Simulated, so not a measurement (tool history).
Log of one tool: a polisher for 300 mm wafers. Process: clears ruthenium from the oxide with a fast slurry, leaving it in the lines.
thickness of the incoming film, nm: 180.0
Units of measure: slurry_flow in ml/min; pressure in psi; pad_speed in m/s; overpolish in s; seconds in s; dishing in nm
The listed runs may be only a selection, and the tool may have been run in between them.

run,hour,slurry_flow,pressure,pad_speed,slurry_solids,overpolish,seconds,dishing
1,0.0,170,2.0,0.82,1.0,29,88.116,44.534
2,4.4,180,1.9,0.82,1.0,24,93.134,35.358
3,6.6,180,1.5,0.82,1.0,24,110.000,30.183
4,14.1,180,1.9,0.82,1.0,24,91.911,36.567
5,19.9,190,1.8,0.82,1.0,21,97.151,30.446
6,22.8,175,1.8,0.82,1.0,21,96.815,30.773
7,29.6,175,1.8,0.82,1.0,19,95.814,28.076

Run 8 is up next; what results do you expect?
8,34.5,175,1.8,0.82,1.0,18,?,?

seconds: 96.992 s
dishing: 26.187 nm
